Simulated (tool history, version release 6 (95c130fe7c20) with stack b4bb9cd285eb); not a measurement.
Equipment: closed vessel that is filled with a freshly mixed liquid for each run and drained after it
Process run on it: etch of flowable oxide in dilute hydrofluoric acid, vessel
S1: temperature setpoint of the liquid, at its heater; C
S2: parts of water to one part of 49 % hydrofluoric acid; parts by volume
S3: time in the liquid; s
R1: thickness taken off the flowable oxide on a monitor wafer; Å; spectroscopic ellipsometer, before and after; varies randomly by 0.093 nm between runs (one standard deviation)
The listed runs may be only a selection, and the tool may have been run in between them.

run  hour  S1   S2  S3      R1
  1   0.0  22  210  35  43.717
  2   8.8  22  260  35  33.340
  3  17.5  24  205  35  48.050
  4  20.0  24  205  30  41.637
  5  27.1  26  155  30  61.857
  6  31.5  26  155  35  73.094

For run 7, what comes out?
  7  32.7  27  140  35   ?

R1: 85.604 Å
